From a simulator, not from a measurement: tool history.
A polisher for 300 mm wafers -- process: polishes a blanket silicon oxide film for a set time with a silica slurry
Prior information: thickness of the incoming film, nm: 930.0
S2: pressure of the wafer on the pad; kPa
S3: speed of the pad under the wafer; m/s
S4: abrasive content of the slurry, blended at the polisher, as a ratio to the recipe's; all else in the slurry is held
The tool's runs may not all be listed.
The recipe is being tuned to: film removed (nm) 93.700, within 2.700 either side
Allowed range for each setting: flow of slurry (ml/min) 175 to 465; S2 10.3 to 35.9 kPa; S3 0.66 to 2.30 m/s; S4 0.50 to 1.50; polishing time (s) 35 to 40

run 1 day=0.000 | flow_of_slurry_(ml/min)=295 S2=22.8 S3=1.46 S4=1.00 polishing_time_(s)=40 | film_removed_(nm)=141.720
run 2 day=0.317 | flow_of_slurry_(ml/min)=295 S2=22.8 S3=1.18 S4=1.00 polishing_time_(s)=40 | film_removed_(nm)=124.200
run 3 day=0.354 | flow_of_slurry_(ml/min)=295 S2=22.8 S3=1.18 S4=0.85 polishing_time_(s)=40 | film_removed_(nm)=116.270
run 4 day=0.562 | flow_of_slurry_(ml/min)=295 S2=22.1 S3=1.18 S4=0.85 polishing_time_(s)=40 | film_removed_(nm)=113.340
run 5 day=0.879 | flow_of_slurry_(ml/min)=295 S2=21.4 S3=1.18 S4=0.85 polishing_time_(s)=40 | film_removed_(nm)=110.700
run 6 day=0.921 | flow_of_slurry_(ml/min)=295 S2=20.7 S3=1.18 S4=0.85 polishing_time_(s)=40 | film_removed_(nm)=106.720
run 7 day=1.079 | flow_of_slurry_(ml/min)=295 S2=20.0 S3=1.18 S4=0.85 polishing_time_(s)=40 | film_removed_(nm)=104.430
run 8 day=1.246 | flow_of_slurry_(ml/min)=295 S2=19.3 S3=1.18 S4=0.85 polishing_time_(s)=40 | film_removed_(nm)=99.599

Which single option among these 4 for the next run brings every result within its allowed miss of target? Just one does.
run A day=1.412 | flow_of_slurry_(ml/min)=285 S2=15.9 S3=1.54 S4=1.05 polishing_time_(s)=38 | film_removed_(nm)=?
run B day=1.412 | flow_of_slurry_(ml/min)=295 S2=22.1 S3=1.10 S4=0.90 polishing_time_(s)=36 | film_removed_(nm)=?
run C day=1.412 | flow_of_slurry_(ml/min)=280 S2=21.4 S3=1.02 S4=0.95 polishing_time_(s)=39 | film_removed_(nm)=?
run D day=1.412 | flow_of_slurry_(ml/min)=230 S2=17.2 S3=1.68 S4=0.80 polishing_time_(s)=35 | film_removed_(nm)=?

move=A film_removed_(nm)=98.600
move=B film_removed_(nm)=100.090
move=C film_removed_(nm)=101.870
move=D film_removed_(nm)=93.379
A: gains on the last run, yet a result remains outside its allowed miss
B: the biggest miss grows against the last run
C: the biggest miss grows against the last run
D: every result within its allowed miss
Go with D: it meets all targets.
